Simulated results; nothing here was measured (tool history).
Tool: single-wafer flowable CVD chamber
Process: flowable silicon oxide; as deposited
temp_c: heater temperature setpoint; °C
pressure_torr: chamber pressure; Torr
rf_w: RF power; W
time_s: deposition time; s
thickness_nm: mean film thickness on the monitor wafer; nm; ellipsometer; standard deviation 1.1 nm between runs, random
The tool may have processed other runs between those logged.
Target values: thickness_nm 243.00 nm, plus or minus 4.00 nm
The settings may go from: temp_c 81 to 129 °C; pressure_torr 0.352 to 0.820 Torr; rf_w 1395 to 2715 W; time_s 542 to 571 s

run  hour  temp_c  pressure_torr  rf_w  time_s  thickness_nm
  1   0.0     105          0.586  2055     571        220.21
  2   1.4     101          0.586  2055     571        255.43
  3   5.0     101          0.506  2055     571        223.21
  4   6.2     101          0.506  1940     571        219.36
  5   7.0      93          0.506  1940     571        298.40
  6   9.0      94          0.506  1940     571        286.18
  7  11.1      94          0.506  1940     571        287.83
  8  17.5      95          0.506  1940     571        278.08
  9  24.6      97          0.506  1940     571        256.05

Which of these 4 next moves meets every target?
  A  31.7      90          0.402  1525     543             ?
  B  31.7     100          0.584  2035     543             ?
  C  31.7      91          0.403  2165     564             ?
  D  31.7     100          0.554  2305     571             ?

move  thickness_nm
   A        243.68
   B        251.51
   C        262.79
   D        256.17
A: every result lands within tolerance
B: moves toward the targets from the last run without getting all of them in spec
C: lands further from the targets than the last run did
D: no nearer and no further than the last run
Move A is the one to make.
